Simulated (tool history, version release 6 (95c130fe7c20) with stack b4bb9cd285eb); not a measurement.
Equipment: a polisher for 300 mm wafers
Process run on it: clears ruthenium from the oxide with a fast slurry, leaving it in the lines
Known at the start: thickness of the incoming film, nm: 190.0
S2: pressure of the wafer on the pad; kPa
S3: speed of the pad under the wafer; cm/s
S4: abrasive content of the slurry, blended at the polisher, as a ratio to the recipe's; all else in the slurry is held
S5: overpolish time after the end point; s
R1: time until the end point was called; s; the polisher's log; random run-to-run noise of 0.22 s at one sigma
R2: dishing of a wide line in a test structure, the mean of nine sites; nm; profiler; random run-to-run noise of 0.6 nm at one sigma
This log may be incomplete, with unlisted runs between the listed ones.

run 1 hour=0.0 | flow_of_slurry_(ml/min)=305 S2=19.3 S3=100 S4=1.00 S5=21 | R1=42.140 R2=38.611
run 2 hour=1.4 | flow_of_slurry_(ml/min)=305 S2=17.2 S3=100 S4=1.00 S5=21 | R1=45.338 R2=37.563
run 3 hour=2.7 | flow_of_slurry_(ml/min)=235 S2=17.2 S3=100 S4=1.00 S5=21 | R1=46.924 R2=36.328
run 4 hour=6.4 | flow_of_slurry_(ml/min)=245 S2=20.7 S3=100 S4=1.00 S5=21 | R1=41.519 R2=38.210
run 5 hour=8.4 | flow_of_slurry_(ml/min)=245 S2=20.7 S3=100 S4=0.85 S5=21 | R1=44.521 R2=38.130
run 6 hour=13.7 | flow_of_slurry_(ml/min)=245 S2=20.7 S3=100 S4=1.05 S5=21 | R1=40.262 R2=39.462
run 7 hour=20.6 | flow_of_slurry_(ml/min)=265 S2=23.4 S3=100 S4=1.05 S5=20 | R1=36.679 R2=39.591
run 8 hour=28.3 | flow_of_slurry_(ml/min)=280 S2=25.5 S3=102 S4=1.05 S5=20 | R1=33.065 R2=40.509
run 9 hour=30.3 | flow_of_slurry_(ml/min)=290 S2=26.9 S3=102 S4=1.05 S5=21 | R1=31.903 R2=42.251
run 10 hour=34.3 | flow_of_slurry_(ml/min)=290 S2=27.6 S3=104 S4=1.05 S5=21 | R1=30.627 R2=41.956
run 11 hour=36.5 | flow_of_slurry_(ml/min)=290 S2=28.3 S3=106 S4=1.05 S5=21 | R1=29.332 R2=42.148
run 12 hour=38.6 | flow_of_slurry_(ml/min)=290 S2=29.0 S3=106 S4=1.05 S5=22 | R1=28.856 R2=42.823
run 13 hour=40.9 | flow_of_slurry_(ml/min)=290 S2=29.6 S3=106 S4=1.05 S5=22 | R1=28.078 R2=42.194
run 14 hour=42.5 | flow_of_slurry_(ml/min)=295 S2=29.6 S3=106 S4=1.05 S5=23 | R1=28.018 R2=42.854
run 15 hour=47.1 | flow_of_slurry_(ml/min)=295 S2=29.6 S3=106 S4=1.05 S5=24 | R1=28.175 R2=43.205

Run 16 is up next; what results do you expect?
run 16 hour=48.4 | flow_of_slurry_(ml/min)=295 S2=29.6 S3=106 S4=1.05 S5=25 | R1=? R2=?

For run 16 the tool returned R1 27.994 s, R2 43.504 nm.
